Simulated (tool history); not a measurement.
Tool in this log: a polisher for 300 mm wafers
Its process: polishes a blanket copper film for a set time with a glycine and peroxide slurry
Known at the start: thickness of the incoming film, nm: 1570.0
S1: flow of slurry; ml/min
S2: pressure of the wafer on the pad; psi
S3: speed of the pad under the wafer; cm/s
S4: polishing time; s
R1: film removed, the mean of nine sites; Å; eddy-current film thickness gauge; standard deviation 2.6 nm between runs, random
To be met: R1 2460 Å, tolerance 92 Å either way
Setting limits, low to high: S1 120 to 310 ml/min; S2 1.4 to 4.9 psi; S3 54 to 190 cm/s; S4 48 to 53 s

| run | hour | S1 | S2 | S3 | S4 | R1 |
|---|---|---|---|---|---|---|
| 1 | 0 | 200 | 3.1 | 122 | 53 | 3347.7 |
| 2 | 3.8 | 200 | 2.9 | 122 | 53 | 3229.2 |
| 3 | 7.2 | 180 | 2.9 | 122 | 53 | 3081.8 |
| 4 | 14.2 | 170 | 2.8 | 122 | 53 | 2984.4 |
| 5 | 14.7 | 215 | 2.8 | 122 | 53 | 3082.1 |
| 6 | 18.2 | 215 | 3.3 | 122 | 53 | 3589.6 |
| 7 | 25.2 | 210 | 3 | 122 | 53 | 3261.7 |
| 8 | 30.4 | 210 | 2.8 | 122 | 53 | 3111.6 |
| 9 | 36.2 | 205 | 2.6 | 122 | 53 | 2889.3 |
| 10 | 41 | 190 | 2 | 120 | 53 | 2289 |
| 11 | 43.1 | 195 | 2 | 120 | 53 | 2290.8 |
| 12 | 48.5 | 200 | 2 | 120 | 53 | 2333.2 |

Which of these 5 next moves meets every target?
| A | 53.9 | 245 | 1.7 | 124 | 52 | ? |
| B | 53.9 | 165 | 2.6 | 112 | 49 | ? |
| C | 53.9 | 205 | 1.9 | 118 | 53 | ? |
| D | 53.9 | 230 | 1.8 | 128 | 50 | ? |
| E | 53.9 | 195 | 1.7 | 128 | 53 | ? |

| move | R1 |
|---|---|
| A | 2117 |
| B | 2474.3 |
| C | 2223.4 |
| D | 2168.8 |
| E | 2166.6 |
A: lands further from the targets than the last run did
B: all results in spec
C: lands further from the targets than the last run did
D: lands further from the targets than the last run did
E: lands further from the targets than the last run did
B is the move that brings every result within its allowed miss.

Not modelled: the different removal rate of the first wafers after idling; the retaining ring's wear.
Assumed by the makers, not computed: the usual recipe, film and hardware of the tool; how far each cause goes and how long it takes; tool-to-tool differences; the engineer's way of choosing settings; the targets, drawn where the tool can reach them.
